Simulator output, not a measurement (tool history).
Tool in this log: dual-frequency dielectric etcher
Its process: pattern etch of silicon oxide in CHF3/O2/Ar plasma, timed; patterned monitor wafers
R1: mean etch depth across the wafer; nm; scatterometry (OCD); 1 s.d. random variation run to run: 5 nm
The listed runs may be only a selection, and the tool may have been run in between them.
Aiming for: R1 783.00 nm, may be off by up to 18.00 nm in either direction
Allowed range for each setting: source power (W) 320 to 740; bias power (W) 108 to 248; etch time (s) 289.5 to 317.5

{"run": 1, "hour": 0.0, "source power (W)": 530, "bias power (W)": 178, "etch time (s)": 317.5, "R1": 600.64}
{"run": 2, "hour": 3.5, "source power (W)": 600, "bias power (W)": 178, "etch time (s)": 317.5, "R1": 641.59}
{"run": 3, "hour": 9.6, "source power (W)": 640, "bias power (W)": 189, "etch time (s)": 317.5, "R1": 681.41}
{"run": 4, "hour": 17.9, "source power (W)": 640, "bias power (W)": 189, "etch time (s)": 289.5, "R1": 624.33}
{"run": 5, "hour": 21.4, "source power (W)": 640, "bias power (W)": 189, "etch time (s)": 317.5, "R1": 685.29}
{"run": 6, "hour": 30.2, "source power (W)": 640, "bias power (W)": 219, "etch time (s)": 317.5, "R1": 737.63}
{"run": 7, "hour": 38.8, "source power (W)": 660, "bias power (W)": 220, "etch time (s)": 317.5, "R1": 746.26}
{"run": 8, "hour": 44.4, "source power (W)": 730, "bias power (W)": 228, "etch time (s)": 317.5, "R1": 804.3}

Pick the move, out of 5, that brings all results within their allowed miss; only one does.
{"run": "A", "hour": 50.0, "source power (W)": 710, "bias power (W)": 208, "etch time (s)": 315.5, "R1": "?"}
{"run": "B", "hour": 50.0, "source power (W)": 740, "bias power (W)": 241, "etch time (s)": 317.5, "R1": "?"}
{"run": "C", "hour": 50.0, "source power (W)": 740, "bias power (W)": 229, "etch time (s)": 305.0, "R1": "?"}
{"run": "D", "hour": 50.0, "source power (W)": 690, "bias power (W)": 209, "etch time (s)": 317.5, "R1": "?"}
{"run": "E", "hour": 50.0, "source power (W)": 730, "bias power (W)": 230, "etch time (s)": 289.5, "R1": "?"}

move=A R1=749.10
move=B R1=827.48
move=C R1=775.04
move=D R1=745.45
move=E R1=732.56
A: pushes the last run's worst result past its target
B: the biggest miss grows against the last run
C: all results in spec
D: pushes the last run's worst result past its target
E: pushes the last run's worst result past its target
So the answer is move C, the one that meets all the targets.

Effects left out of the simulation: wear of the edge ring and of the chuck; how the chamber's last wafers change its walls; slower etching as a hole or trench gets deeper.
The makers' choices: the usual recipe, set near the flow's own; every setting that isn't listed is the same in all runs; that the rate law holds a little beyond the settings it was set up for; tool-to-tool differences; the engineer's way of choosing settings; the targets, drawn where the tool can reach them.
